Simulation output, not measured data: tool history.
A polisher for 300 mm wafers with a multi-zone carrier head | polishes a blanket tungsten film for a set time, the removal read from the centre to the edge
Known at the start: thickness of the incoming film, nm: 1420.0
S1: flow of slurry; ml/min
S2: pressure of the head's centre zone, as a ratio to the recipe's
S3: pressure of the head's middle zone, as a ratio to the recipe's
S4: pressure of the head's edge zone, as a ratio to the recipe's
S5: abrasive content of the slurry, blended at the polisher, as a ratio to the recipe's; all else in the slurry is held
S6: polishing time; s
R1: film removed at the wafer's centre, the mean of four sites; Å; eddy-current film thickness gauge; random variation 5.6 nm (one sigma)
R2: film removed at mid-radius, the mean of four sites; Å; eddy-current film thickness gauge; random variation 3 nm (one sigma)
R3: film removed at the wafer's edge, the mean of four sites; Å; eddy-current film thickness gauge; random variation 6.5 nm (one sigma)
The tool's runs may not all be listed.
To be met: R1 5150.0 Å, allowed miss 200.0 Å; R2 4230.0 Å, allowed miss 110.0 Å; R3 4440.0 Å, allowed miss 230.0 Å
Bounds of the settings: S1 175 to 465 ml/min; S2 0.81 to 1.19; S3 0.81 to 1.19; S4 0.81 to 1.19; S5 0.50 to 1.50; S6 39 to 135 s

run,day,S1,S2,S3,S4,S5,S6,R1,R2,R3
1,0.000,295,1.00,1.00,1.00,1.00,87,4930.7,5096.2,4955.3
2,0.258,295,1.00,1.00,1.00,1.00,97,5548.7,5688.8,5732.3
3,0.429,295,1.03,0.96,0.96,0.85,95,5424.7,5149.9,5379.0
4,0.725,330,1.03,0.96,0.96,0.85,95,5469.0,5303.0,5405.7
# day 0.917: slurry nozzle cleaned
5,0.917,330,1.03,0.96,0.96,0.85,76,4534.8,4283.8,4353.2
6,0.979,335,1.06,0.95,0.96,0.85,76,4541.4,4269.3,4338.4
7,1.208,335,1.06,0.95,0.96,0.85,76,4533.1,4278.2,4320.2
8,1.317,330,1.10,0.92,0.94,0.90,77,4853.4,4341.8,4324.3

4 next moves are on the table. One of them brings every result within its allowed miss. Which?
A,1.425,450,1.17,0.90,0.95,0.70,80,?,?,?
B,1.425,280,1.00,0.90,0.91,1.00,79,?,?,?
C,1.425,360,1.17,0.94,0.89,0.90,78,?,?,?
D,1.425,375,1.01,0.96,0.98,0.85,74,?,?,?

move,R1,R2,R3
A,5223.4,4310.3,4428.4
B,4685.1,4462.0,4533.5
C,5321.2,4514.6,4398.4
D,4388.9,4294.7,4313.7
A: meets every target
B: further off than the last run
C: brings the result that was furthest off to its target, and leaves another outside
D: further off than the last run
Answer: A
